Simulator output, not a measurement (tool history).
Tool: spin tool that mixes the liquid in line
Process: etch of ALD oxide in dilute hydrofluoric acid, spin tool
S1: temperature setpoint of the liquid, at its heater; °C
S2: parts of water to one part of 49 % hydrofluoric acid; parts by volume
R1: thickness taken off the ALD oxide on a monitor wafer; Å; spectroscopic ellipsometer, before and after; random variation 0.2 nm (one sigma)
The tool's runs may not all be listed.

{"run": 1, "hour": 0.0, "S1": 22, "S2": 130, "time under the liquid (s)": 255, "R1": 186.21}
{"run": 2, "hour": 5.8, "S1": 20, "S2": 130, "time under the liquid (s)": 255, "R1": 172.9}
{"run": 3, "hour": 11.7, "S1": 20, "S2": 130, "time under the liquid (s)": 255, "R1": 170.07}
{"run": 4, "hour": 19.5, "S1": 20, "S2": 130, "time under the liquid (s)": 255, "R1": 170.71}
{"run": 5, "hour": 24.1, "S1": 22.5, "S2": 125, "time under the liquid (s)": 255, "R1": 199.86}
{"run": 6, "hour": 28.9, "S1": 22.5, "S2": 165, "time under the liquid (s)": 255, "R1": 142.89}
{"run": 7, "hour": 30.0, "S1": 24.5, "S2": 155, "time under the liquid (s)": 255, "R1": 166.87}

Run 8 comes next. What will it give?
{"run": 8, "hour": 35.7, "S1": 28.5, "S2": 110, "time under the liquid (s)": 255, "R1": "?"}

Run 8 gave R1 288.04 Å.
